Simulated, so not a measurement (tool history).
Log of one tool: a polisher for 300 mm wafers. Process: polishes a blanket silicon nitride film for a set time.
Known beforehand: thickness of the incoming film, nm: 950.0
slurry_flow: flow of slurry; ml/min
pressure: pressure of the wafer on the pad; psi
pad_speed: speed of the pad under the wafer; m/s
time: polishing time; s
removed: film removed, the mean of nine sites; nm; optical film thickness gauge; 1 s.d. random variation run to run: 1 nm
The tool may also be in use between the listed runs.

run 1 hour=0 | slurry_flow=250 pressure=2.5 pad_speed=1.18 time=57 | removed=71.553
run 2 hour=8.4 | slurry_flow=250 pressure=2.5 pad_speed=0.88 time=57 | removed=58.51
run 3 hour=16.1 | slurry_flow=250 pressure=2.7 pad_speed=0.88 time=57 | removed=60.891
run 4 hour=16.8 | slurry_flow=250 pressure=2.9 pad_speed=0.9 time=57 | removed=68.908
run 5 hour=17.8 | slurry_flow=250 pressure=3 pad_speed=0.9 time=57 | removed=69.84
-- hour=26.3 slurry nozzle cleaned
run 6 hour=26.3 | slurry_flow=195 pressure=3 pad_speed=0.9 time=57 | removed=69.776
run 7 hour=33.3 | slurry_flow=195 pressure=3.1 pad_speed=0.9 time=57 | removed=72.363
run 8 hour=35.9 | slurry_flow=195 pressure=3.2 pad_speed=0.9 time=57 | removed=74.743
run 9 hour=38.5 | slurry_flow=195 pressure=3.3 pad_speed=0.9 time=57 | removed=78.744
run 10 hour=45.9 | slurry_flow=195 pressure=3.4 pad_speed=0.9 time=57 | removed=78.321

Expected results for the next run?
run 11 hour=52 | slurry_flow=195 pressure=3.5 pad_speed=0.9 time=57 | removed=?

Run 11 produced removed 81.745 nm.
